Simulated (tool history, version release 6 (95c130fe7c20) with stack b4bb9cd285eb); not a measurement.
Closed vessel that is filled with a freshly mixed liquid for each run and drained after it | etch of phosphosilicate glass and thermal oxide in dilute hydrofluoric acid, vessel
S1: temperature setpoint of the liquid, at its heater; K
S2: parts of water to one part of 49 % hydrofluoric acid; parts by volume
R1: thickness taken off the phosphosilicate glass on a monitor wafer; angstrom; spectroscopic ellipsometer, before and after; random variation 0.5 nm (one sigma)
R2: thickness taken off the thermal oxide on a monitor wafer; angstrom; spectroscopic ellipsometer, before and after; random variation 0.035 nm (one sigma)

run 1 day=0 | S1=297.15 S2=60 time_in_the_liquid_(s)=60 | R1=900.35 R2=55.799
run 2 day=0.071 | S1=295.15 S2=60 time_in_the_liquid_(s)=60 | R1=824.3 R2=51.103
run 3 day=0.225 | S1=294.15 S2=60 time_in_the_liquid_(s)=60 | R1=799.57 R2=48.76
run 4 day=0.45 | S1=294.15 S2=60 time_in_the_liquid_(s)=70 | R1=927.45 R2=56.97
run 5 day=0.512 | S1=293.15 S2=60 time_in_the_liquid_(s)=70 | R1=884.97 R2=55.859
run 6 day=0.725 | S1=293.15 S2=60 time_in_the_liquid_(s)=80 | R1=1007.2 R2=63.589
run 7 day=1.012 | S1=292.15 S2=65 time_in_the_liquid_(s)=80 | R1=890.55 R2=55.237
run 8 day=1.329 | S1=291.65 S2=65 time_in_the_liquid_(s)=80 | R1=870.6 R2=54.493
run 9 day=1.512 | S1=291.15 S2=70 time_in_the_liquid_(s)=80 | R1=789.49 R2=48.596
run 10 day=1.779 | S1=290.65 S2=70 time_in_the_liquid_(s)=80 | R1=783.43 R2=47.851

Forecast run 11:
run 11 day=2.058 | S1=290.65 S2=75 time_in_the_liquid_(s)=80 | R1=? R2=?

{"run 11": {"R1": 715.22, "R2": 44.509}}
